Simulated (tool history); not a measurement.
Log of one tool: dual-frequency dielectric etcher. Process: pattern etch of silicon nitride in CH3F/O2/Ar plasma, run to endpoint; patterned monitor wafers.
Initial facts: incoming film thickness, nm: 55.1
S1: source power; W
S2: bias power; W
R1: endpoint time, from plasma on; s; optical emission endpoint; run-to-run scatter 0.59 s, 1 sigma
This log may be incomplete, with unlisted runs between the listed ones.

run	hour	S1	S2	R1
1	0	400	62	85.064
2	7.5	430	64	81.445
3	15.6	450	65	77.998
4	21.7	390	65	84.634
5	23.8	440	65	79.958
6	27.9	440	71	77.494
7	35.7	450	72	77.67
8	44.3	460	73	76.458

What does the tool deliver on the next run?
9	52.3	470	74	?

{"run 9": {"R1": 75.207}}

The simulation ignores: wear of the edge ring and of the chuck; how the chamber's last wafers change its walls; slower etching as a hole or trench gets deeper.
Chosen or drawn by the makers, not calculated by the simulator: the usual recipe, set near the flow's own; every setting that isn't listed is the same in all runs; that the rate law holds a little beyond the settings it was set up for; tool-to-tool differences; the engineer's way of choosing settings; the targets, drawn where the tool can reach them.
